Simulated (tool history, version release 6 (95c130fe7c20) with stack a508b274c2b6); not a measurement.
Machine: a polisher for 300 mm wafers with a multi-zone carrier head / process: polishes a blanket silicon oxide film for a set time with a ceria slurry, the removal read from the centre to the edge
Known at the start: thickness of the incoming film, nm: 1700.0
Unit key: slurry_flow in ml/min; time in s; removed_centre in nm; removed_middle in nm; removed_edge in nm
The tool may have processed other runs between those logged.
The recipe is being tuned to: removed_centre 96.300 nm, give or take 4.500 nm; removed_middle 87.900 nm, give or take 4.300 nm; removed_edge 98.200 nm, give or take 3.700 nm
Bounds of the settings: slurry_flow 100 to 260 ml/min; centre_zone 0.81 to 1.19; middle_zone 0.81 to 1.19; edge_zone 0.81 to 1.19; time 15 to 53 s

run  hour  slurry_flow  centre_zone  middle_zone  edge_zone  time  removed_centre  removed_middle  removed_edge
  1   0.0          165         1.00         1.00       1.00    34         151.990         156.570       159.170
  2   4.7          205         1.00         1.00       1.00    34         156.150         157.140       163.810
  3   8.7          205         1.00         1.00       1.00    27         126.640         127.720       129.100
  4  15.4          205         1.00         1.00       1.00    19          87.969          87.770        90.999
  5  21.6          215         1.01         0.99       1.02    19          90.928          88.951        93.881
  6  22.8          215         1.01         1.06       1.02    19          88.688          94.499        91.698
  7  25.9          220         1.02         1.03       1.03    19          92.132          92.425        93.117
     32.8  -- worn pad replaced by a new one
  8  32.8          220         1.02         1.01       1.04    19         101.350         100.840       102.640

Which single option among these 4 for the next run brings every result within its allowed miss of target? Just one does.
  A  39.7          205         1.05         0.81       1.06    20               ?               ?             ?
  B  39.7          225         1.09         0.89       0.95    19               ?               ?             ?
  C  39.7          215         1.09         1.04       1.00    18               ?               ?             ?
  D  39.7          260         1.05         0.96       1.13    17               ?               ?             ?

move  removed_centre  removed_middle  removed_edge
   A         105.600          88.717       110.690
   B         105.490          92.040       100.410
   C          99.466          98.848        96.918
   D          92.532          89.083        98.890
A: corrects the largest miss of the last run, while another result sits out of spec
B: corrects the largest miss of the last run, while another result sits out of spec
C: moves toward the targets from the last run without getting all of them in spec
D: all results in spec
Correct choice: D, which meets every target
